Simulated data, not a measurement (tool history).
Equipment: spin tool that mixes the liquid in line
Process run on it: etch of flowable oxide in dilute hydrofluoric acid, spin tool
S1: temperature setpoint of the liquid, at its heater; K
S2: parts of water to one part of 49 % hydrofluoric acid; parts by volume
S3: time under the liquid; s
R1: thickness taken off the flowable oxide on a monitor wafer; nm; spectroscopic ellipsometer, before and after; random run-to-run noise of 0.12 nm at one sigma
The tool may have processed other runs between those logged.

| run | hour | S1 | S2 | S3 | R1 |
|---|---|---|---|---|---|
| 1 | 0.0 | 298.15 | 100 | 40 | 13.824 |
| 2 | 2.9 | 299.15 | 95 | 40 | 15.322 |
| 3 | 4.9 | 299.15 | 75 | 40 | 19.731 |
| 4 | 13.3 | 299.65 | 75 | 40 | 20.393 |
| 5 | 17.4 | 300.15 | 75 | 40 | 20.436 |
| 6 | 19.5 | 300.65 | 75 | 40 | 21.068 |
| 7 | 27.9 | 301.15 | 75 | 40 | 21.290 |

The next listed run, before its measurement:
| 8 | 34.9 | 301.65 | 75 | 40 | ? |

R1: 21.994 nm
